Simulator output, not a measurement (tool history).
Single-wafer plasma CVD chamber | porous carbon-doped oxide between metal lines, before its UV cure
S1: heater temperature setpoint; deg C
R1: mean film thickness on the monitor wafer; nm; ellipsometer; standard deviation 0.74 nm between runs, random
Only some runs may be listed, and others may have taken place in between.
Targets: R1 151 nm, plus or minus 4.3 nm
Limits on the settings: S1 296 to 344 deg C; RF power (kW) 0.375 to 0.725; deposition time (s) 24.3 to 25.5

run 1 hour=0 | S1=320 RF_power_(kW)=0.55 deposition_time_(s)=25.5 | R1=133.78
run 2 hour=5.1 | S1=317 RF_power_(kW)=0.56 deposition_time_(s)=25.5 | R1=136.35
run 3 hour=8.9 | S1=328 RF_power_(kW)=0.56 deposition_time_(s)=25.5 | R1=129.88
run 4 hour=9.8 | S1=334 RF_power_(kW)=0.56 deposition_time_(s)=25.5 | R1=125.38
run 5 hour=12.2 | S1=334 RF_power_(kW)=0.56 deposition_time_(s)=25.5 | R1=125.68
run 6 hour=13.9 | S1=330 RF_power_(kW)=0.56 deposition_time_(s)=25.5 | R1=128.61
run 7 hour=14.9 | S1=327 RF_power_(kW)=0.57 deposition_time_(s)=25.5 | R1=131.14
run 8 hour=16.9 | S1=324 RF_power_(kW)=0.58 deposition_time_(s)=25.5 | R1=135.19
run 9 hour=23.8 | S1=322 RF_power_(kW)=0.59 deposition_time_(s)=25.5 | R1=137.08

Pick the move, out of 4, that brings all results within their allowed miss; only one does.
run A hour=30.7 | S1=315 RF_power_(kW)=0.645 deposition_time_(s)=25.5 | R1=?
run B hour=30.7 | S1=332 RF_power_(kW)=0.545 deposition_time_(s)=24.3 | R1=?
run C hour=30.7 | S1=322 RF_power_(kW)=0.51 deposition_time_(s)=25.5 | R1=?
run D hour=30.7 | S1=320 RF_power_(kW)=0.56 deposition_time_(s)=25.5 | R1=?

move=A R1=149.96
move=B R1=119.06
move=C R1=125.11
move=D R1=133.99
A: all results in spec
B: lands further from the targets than the last run did
C: lands further from the targets than the last run did
D: lands further from the targets than the last run did
So the answer is move A, the one that meets all the targets.
